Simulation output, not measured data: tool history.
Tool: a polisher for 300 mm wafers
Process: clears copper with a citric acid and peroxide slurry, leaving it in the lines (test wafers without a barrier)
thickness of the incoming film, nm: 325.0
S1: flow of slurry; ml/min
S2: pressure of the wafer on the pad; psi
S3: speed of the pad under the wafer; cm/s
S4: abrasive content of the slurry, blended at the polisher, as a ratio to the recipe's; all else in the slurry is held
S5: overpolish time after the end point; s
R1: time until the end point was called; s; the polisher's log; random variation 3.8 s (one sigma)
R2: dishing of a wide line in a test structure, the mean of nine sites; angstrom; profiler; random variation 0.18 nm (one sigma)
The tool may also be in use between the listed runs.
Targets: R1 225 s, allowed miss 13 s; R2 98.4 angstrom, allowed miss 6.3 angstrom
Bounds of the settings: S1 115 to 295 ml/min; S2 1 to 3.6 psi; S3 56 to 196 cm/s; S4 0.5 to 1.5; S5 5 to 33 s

run,hour,S1,S2,S3,S4,S5,R1,R2
1,0,190,2.3,126,1,17,192.27,205.93
2,3.4,205,2.3,126,1,17,183.55,208.96
3,9.8,205,2.3,126,0.9,17,192.07,207.7
4,11.2,205,2.5,126,0.9,17,182.35,220.98
5,17.6,210,2.4,126,0.9,16,188.09,197.36
6,18.9,215,2.3,126,0.9,15,193.56,185.13
7,22.2,215,2.3,126,0.9,15,190.85,184.86
8,25.1,220,2.2,126,0.9,14,198.16,167.43
9,28.6,225,2.1,126,0.9,13,203.56,150.68
10,31.3,225,2,126,0.9,12,213.42,134.6
11,33.6,230,1.8,128,0.95,10,228.11,110.89

Which of these 4 next moves meets every target?
A,35.9,205,2.2,112,0.85,9,?,?
B,35.9,235,1.6,134,1.1,11,?,?
C,35.9,195,1.7,124,0.9,10,?,?
D,35.9,250,2,110,0.95,13,?,?

move,R1,R2
A,225.87,97.616
B,231.5,114.48
C,250.19,97.494
D,239.51,130.15
A: meets every target
B: further off than the last run
C: brings the result that was furthest off to its target, and leaves another outside
D: further off than the last run
Move A is the one to make.

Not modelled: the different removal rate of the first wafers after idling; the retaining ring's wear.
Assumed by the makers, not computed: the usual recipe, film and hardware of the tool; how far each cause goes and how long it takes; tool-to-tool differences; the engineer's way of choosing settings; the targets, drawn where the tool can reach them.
